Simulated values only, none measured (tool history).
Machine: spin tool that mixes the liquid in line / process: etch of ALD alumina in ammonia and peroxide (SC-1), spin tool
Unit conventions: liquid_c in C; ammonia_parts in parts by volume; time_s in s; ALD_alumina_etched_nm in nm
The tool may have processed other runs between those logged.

run 1 hour=0.0 | liquid_c=58.0 ammonia_parts=0.50 time_s=35 | ALD_alumina_etched_nm=2.2324
run 2 hour=0.8 | liquid_c=58.0 ammonia_parts=0.50 time_s=35 | ALD_alumina_etched_nm=2.1940
run 3 hour=8.8 | liquid_c=55.0 ammonia_parts=0.50 time_s=35 | ALD_alumina_etched_nm=1.8390
run 4 hour=12.9 | liquid_c=53.0 ammonia_parts=0.50 time_s=35 | ALD_alumina_etched_nm=1.6755
run 5 hour=15.2 | liquid_c=53.0 ammonia_parts=0.65 time_s=35 | ALD_alumina_etched_nm=1.7521
run 6 hour=20.9 | liquid_c=57.5 ammonia_parts=0.65 time_s=35 | ALD_alumina_etched_nm=2.2009
run 7 hour=28.4 | liquid_c=55.0 ammonia_parts=0.65 time_s=35 | ALD_alumina_etched_nm=1.9346

Run 8 comes next. What will it give?
run 8 hour=34.8 | liquid_c=47.0 ammonia_parts=0.65 time_s=35 | ALD_alumina_etched_nm=?

{"run 8": {"ALD_alumina_etched_nm": 1.2531}}

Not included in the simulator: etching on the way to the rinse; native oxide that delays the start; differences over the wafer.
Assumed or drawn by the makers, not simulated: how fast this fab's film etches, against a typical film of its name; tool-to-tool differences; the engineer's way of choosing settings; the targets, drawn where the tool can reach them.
